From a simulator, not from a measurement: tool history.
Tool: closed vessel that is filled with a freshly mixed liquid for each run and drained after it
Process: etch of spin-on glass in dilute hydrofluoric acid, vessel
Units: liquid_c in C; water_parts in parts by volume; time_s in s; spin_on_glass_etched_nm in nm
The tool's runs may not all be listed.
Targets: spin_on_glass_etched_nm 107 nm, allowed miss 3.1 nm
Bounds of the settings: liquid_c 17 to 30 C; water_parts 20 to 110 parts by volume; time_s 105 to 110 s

run 1 hour=0 | liquid_c=22 water_parts=60 time_s=105 | spin_on_glass_etched_nm=46.389
run 2 hour=6.3 | liquid_c=23.5 water_parts=55 time_s=105 | spin_on_glass_etched_nm=52.849
run 3 hour=7.4 | liquid_c=23.5 water_parts=55 time_s=105 | spin_on_glass_etched_nm=53.421
run 4 hour=12.1 | liquid_c=25 water_parts=50 time_s=105 | spin_on_glass_etched_nm=62.233
run 5 hour=20.9 | liquid_c=25 water_parts=65 time_s=105 | spin_on_glass_etched_nm=47.523
run 6 hour=24.1 | liquid_c=25 water_parts=65 time_s=105 | spin_on_glass_etched_nm=47.057
run 7 hour=29.7 | liquid_c=26 water_parts=55 time_s=105 | spin_on_glass_etched_nm=59.217
run 8 hour=36.6 | liquid_c=30 water_parts=30 time_s=105 | spin_on_glass_etched_nm=132.46
run 9 hour=40.6 | liquid_c=26 water_parts=30 time_s=105 | spin_on_glass_etched_nm=112.99

4 next moves are on the table. One of them brings every result within its allowed miss. Which?
run A hour=44.6 | liquid_c=26.5 water_parts=35 time_s=105 | spin_on_glass_etched_nm=?
run B hour=44.6 | liquid_c=25.5 water_parts=30 time_s=110 | spin_on_glass_etched_nm=?
run C hour=44.6 | liquid_c=22 water_parts=25 time_s=105 | spin_on_glass_etched_nm=?
run D hour=44.6 | liquid_c=28.5 water_parts=35 time_s=105 | spin_on_glass_etched_nm=?

move=A spin_on_glass_etched_nm=96.896
move=B spin_on_glass_etched_nm=114.47
move=C spin_on_glass_etched_nm=113.95
move=D spin_on_glass_etched_nm=105.09
A: takes the result that was furthest off past its target
B: further off than the last run
C: further off than the last run
D: meets every target
Answer: D

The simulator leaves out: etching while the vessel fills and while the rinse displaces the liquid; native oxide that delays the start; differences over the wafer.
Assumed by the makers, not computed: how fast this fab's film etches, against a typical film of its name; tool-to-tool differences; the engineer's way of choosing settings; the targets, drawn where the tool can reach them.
